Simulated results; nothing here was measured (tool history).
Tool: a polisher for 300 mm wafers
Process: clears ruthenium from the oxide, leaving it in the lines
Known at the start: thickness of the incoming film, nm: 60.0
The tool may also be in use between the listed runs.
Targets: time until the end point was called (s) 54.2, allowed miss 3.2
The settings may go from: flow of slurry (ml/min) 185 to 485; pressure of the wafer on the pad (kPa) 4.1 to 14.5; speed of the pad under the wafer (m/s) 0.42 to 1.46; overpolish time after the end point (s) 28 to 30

run,day,flow of slurry (ml/min),pressure of the wafer on the pad (kPa),speed of the pad under the wafer (m/s),overpolish time after the end point (s),time until the end point was called (s)
1,0,310,9,0.94,28,76.2
2,0.167,310,9.7,0.94,28,75.392
3,0.425,310,9.7,0.86,28,81.554
4,0.567,310,9.7,0.86,28,80.577
5,0.842,310,10.3,0.88,28,75.194
6,1.004,310,8.3,0.88,28,83.5
7,1.167,310,9.7,0.94,28,72.495
8,1.279,315,12.4,1.02,28,59.354

Which of these 4 next moves meets every target?
A,1.392,325,14.5,0.98,30,?
B,1.392,395,11,1.06,29,?
C,1.392,405,11.7,0.96,28,?
D,1.392,255,12.4,1.26,28,?

move,time until the end point was called (s)
A,54.986
B,60.579
C,63.819
D,49.187
A: meets every target
B: further off than the last run
C: further off than the last run
D: takes the result that was furthest off past its target
Move A is the one to make.
